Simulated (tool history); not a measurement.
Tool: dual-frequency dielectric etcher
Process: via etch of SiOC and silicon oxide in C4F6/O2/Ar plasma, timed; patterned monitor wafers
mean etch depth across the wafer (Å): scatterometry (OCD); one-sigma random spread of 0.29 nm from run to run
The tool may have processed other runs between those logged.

run,day,source power (W),bias power (W),etch time (s),mean etch depth across the wafer (Å)
1,0.000,300,194,37.5,374.98
2,0.225,320,198,37.5,386.53
3,0.429,320,170,37.5,371.50
4,0.604,320,170,34.5,340.95
5,0.871,320,141,34.5,316.11
6,1.071,290,141,34.5,309.99
7,1.421,320,164,35.0,339.88
8,1.621,350,178,35.5,362.99

Expected results for the next run?
9,1.904,360,191,36.0,?

Run 9 produced mean etch depth across the wafer (Å) 382.79.

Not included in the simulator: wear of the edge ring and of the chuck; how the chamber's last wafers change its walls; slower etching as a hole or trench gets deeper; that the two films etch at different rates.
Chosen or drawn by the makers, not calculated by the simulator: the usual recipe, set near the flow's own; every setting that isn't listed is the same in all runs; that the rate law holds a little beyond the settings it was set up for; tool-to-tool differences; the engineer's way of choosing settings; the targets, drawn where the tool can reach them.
